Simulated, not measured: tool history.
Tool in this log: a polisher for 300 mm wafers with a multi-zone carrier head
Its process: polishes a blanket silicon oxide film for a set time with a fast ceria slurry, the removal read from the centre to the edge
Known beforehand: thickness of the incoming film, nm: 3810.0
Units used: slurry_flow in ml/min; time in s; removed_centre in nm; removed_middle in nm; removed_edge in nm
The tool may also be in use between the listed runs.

run    day  slurry_flow  centre_zone  middle_zone  edge_zone  time  removed_centre  removed_middle  removed_edge
  1      0          140            1            1          1    67            1373          1378.1        1396.9
  2    0.2          140            1         1.06          1    67          1345.8          1446.5        1421.5
  3  0.354          140         1.04         1.06          1    67          1443.2          1463.4        1391.2
  4  0.658          140         1.04         0.99          1    67            1431          1401.1        1368.6
  5  0.812          140         1.04         0.99       0.93    67          1429.9          1367.5        1357.2
  6  0.975          140         1.04         0.99       0.87    67          1418.1          1390.2        1310.1
  7  1.188          130         0.99         0.98       0.88    66            1293          1314.7        1296.7
  8    1.4          120         0.96         0.98       0.88    66          1209.6          1304.5        1264.3
  9  1.562          120         0.96         0.98       0.88    66          1212.8            1288          1297
 10  1.871          115         0.95         0.98       0.87    66          1221.9          1267.2          1259
 11  1.921          115         0.95         0.98       0.87    66          1179.3          1291.6        1248.6

Run 12 is up next; what results do you expect?
 12  2.242          110         0.93         0.96       0.88    66               ?               ?             ?

Run 12 gave removed_centre 1140.1 nm, removed_middle 1235.6 nm, removed_edge 1226.9 nm.
